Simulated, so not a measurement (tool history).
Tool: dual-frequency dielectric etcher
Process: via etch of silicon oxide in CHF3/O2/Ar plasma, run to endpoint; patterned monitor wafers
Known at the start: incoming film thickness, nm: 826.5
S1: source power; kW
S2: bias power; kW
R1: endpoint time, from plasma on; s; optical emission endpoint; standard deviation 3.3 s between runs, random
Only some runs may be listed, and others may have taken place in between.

run 1 hour=0.0 | S1=0.740 S2=0.212 | R1=362.19
run 2 hour=5.0 | S1=0.740 S2=0.197 | R1=368.87
run 3 hour=6.5 | S1=0.740 S2=0.172 | R1=386.12
run 4 hour=11.0 | S1=0.680 S2=0.164 | R1=410.38
run 5 hour=13.4 | S1=0.680 S2=0.185 | R1=400.54
run 6 hour=21.5 | S1=0.680 S2=0.171 | R1=404.70
run 7 hour=26.9 | S1=0.650 S2=0.168 | R1=420.99

For run 8, what comes out?
run 8 hour=34.3 | S1=0.630 S2=0.167 | R1=?

R1: 425.22 s
